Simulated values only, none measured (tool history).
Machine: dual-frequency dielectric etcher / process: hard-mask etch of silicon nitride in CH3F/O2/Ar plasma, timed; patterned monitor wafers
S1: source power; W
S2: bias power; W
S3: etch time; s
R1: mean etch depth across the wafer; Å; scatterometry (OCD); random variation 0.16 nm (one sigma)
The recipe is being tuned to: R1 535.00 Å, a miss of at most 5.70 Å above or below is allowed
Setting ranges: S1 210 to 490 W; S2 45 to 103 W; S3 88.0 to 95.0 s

run	day	S1	S2	S3	R1
1	0.000	350	74	95.0	619.08
2	0.067	350	74	88.0	573.32
3	0.292	300	74	88.0	543.73
4	0.467	340	74	88.0	568.08
5	0.754	340	80	88.0	584.56
6	0.979	340	85	88.0	603.30
7	1.204	340	85	88.0	603.03
8	1.404	270	83	88.0	546.30

Which single option among these 5 for the next run brings every result within its allowed miss of target? Just one does.
A	1.604	250	81	89.5	?
B	1.604	290	73	91.5	?
C	1.604	260	85	89.0	?
D	1.604	240	76	91.5	?
E	1.604	220	75	94.5	?

move	R1
A	534.94
B	553.54
C	550.97
D	524.21
E	521.03
A: each result inside its tolerance
B: moves away from the targets compared with the last run
C: moves away from the targets compared with the last run
D: takes the result that was furthest off past its target
E: takes the result that was furthest off past its target
A meets every target.
